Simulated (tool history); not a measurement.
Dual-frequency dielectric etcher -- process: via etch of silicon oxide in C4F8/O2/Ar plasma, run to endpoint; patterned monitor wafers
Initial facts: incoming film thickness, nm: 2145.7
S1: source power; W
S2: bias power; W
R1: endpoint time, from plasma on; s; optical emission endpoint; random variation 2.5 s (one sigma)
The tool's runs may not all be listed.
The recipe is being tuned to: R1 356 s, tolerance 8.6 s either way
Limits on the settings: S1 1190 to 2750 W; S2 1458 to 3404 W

run 1 hour=0 | S1=1970 S2=2431 | R1=414.49
run 2 hour=8.3 | S1=1970 S2=2617 | R1=403.73
run 3 hour=15.1 | S1=1740 S2=2617 | R1=428.22
run 4 hour=21.1 | S1=1940 S2=2679 | R1=402.2
run 5 hour=26.2 | S1=1940 S2=3028 | R1=385.75
run 6 hour=27.3 | S1=2030 S2=3056 | R1=370
run 7 hour=32.9 | S1=2070 S2=3065 | R1=371.81
run 8 hour=35.8 | S1=2120 S2=3081 | R1=364.98

Which one of the following 4 next-run settings gets every result inside its allowed miss? There is exactly one.
run A hour=38.7 | S1=2180 S2=3136 | R1=?
run B hour=38.7 | S1=2060 S2=3103 | R1=?
run C hour=38.7 | S1=2130 S2=2796 | R1=?
run D hour=38.7 | S1=2130 S2=2917 | R1=?

move=A R1=361.18
move=B R1=372.89
move=C R1=379.54
move=D R1=374.28
A: meets every target
B: the biggest miss grows against the last run
C: the biggest miss grows against the last run
D: the biggest miss grows against the last run
The right move is A.
